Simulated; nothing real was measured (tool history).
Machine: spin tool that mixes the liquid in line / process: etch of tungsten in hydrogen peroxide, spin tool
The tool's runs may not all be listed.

run,day,temperature setpoint of the liquid (K),concentration of hydrogen peroxide in the mixed liquid (% by weight),time under the liquid (s),thickness taken off the tungsten on a monitor wafer (Å)
1,0.000,322.15,16,55,1454.4
2,0.308,322.15,19,55,1575.5
3,0.471,325.15,19,55,1894.2
4,0.596,322.15,19,55,1569.5
5,0.754,320.15,19,55,1380.5
6,0.833,325.65,19,55,1953.4
7,1.146,322.65,19,55,1634.7
8,1.192,320.15,19,55,1394.9
9,1.500,318.65,19,55,1281.9
10,1.779,317.65,19,55,1193.0
11,2.117,317.65,19,55,1205.6
12,2.396,316.65,19,55,1122.9

For run 13, what comes out?
13,2.642,316.15,19,55,?

thickness taken off the tungsten on a monitor wafer (Å): 1087.6
